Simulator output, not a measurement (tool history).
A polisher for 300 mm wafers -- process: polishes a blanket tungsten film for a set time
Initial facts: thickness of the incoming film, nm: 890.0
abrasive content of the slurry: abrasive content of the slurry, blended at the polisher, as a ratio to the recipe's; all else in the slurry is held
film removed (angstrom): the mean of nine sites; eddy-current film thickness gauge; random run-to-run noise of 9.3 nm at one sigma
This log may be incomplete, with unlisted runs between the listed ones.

| run | hour | flow of slurry (ml/min) | pressure of the wafer on the pad (kPa) | speed of the pad under the wafer (m/s) | abrasive content of the slurry | polishing time (s) | film removed (angstrom) |
|---|---|---|---|---|---|---|---|
| 1 | 0.0 | 225 | 22.1 | 0.90 | 1.0 | 93 | 3966.9 |
| 2 | 6.3 | 225 | 23.4 | 0.90 | 1.0 | 93 | 4146.6 |
| 3 | 9.3 | 225 | 24.8 | 0.90 | 1.0 | 93 | 4339.0 |
| 4 | 11.9 | 225 | 24.8 | 0.72 | 1.0 | 93 | 3887.4 |
| 5 | 15.7 | 225 | 20.0 | 0.72 | 1.0 | 93 | 3282.2 |
| 6 | 18.0 | 225 | 22.8 | 0.72 | 1.0 | 93 | 3703.6 |
| 7 | 26.5 | 225 | 24.8 | 0.76 | 1.0 | 93 | 4046.5 |
| 8 | 33.2 | 225 | 26.2 | 0.78 | 1.0 | 93 | 4194.4 |
| 9 | 38.9 | 225 | 27.6 | 0.82 | 1.0 | 93 | 4703.3 |
| 10 | 43.1 | 225 | 29.0 | 0.82 | 1.0 | 93 | 4964.1 |
| 11 | 44.2 | 225 | 29.6 | 0.82 | 1.0 | 93 | 5044.9 |
| 12 | 51.7 | 225 | 30.3 | 0.84 | 1.0 | 93 | 5158.7 |
| 13 | 54.7 | 225 | 31.0 | 0.86 | 1.0 | 93 | 5334.2 |
| 14 | 58.2 | 225 | 31.7 | 0.88 | 1.0 | 93 | 5605.8 |
| 15 | 59.9 | 225 | 32.4 | 0.88 | 1.0 | 93 | 5652.0 |

Run 16 has not been measured yet. What should we expect?
| 16 | 65.7 | 225 | 33.1 | 0.90 | 1.0 | 93 | ? |

film removed (angstrom): 5911.1
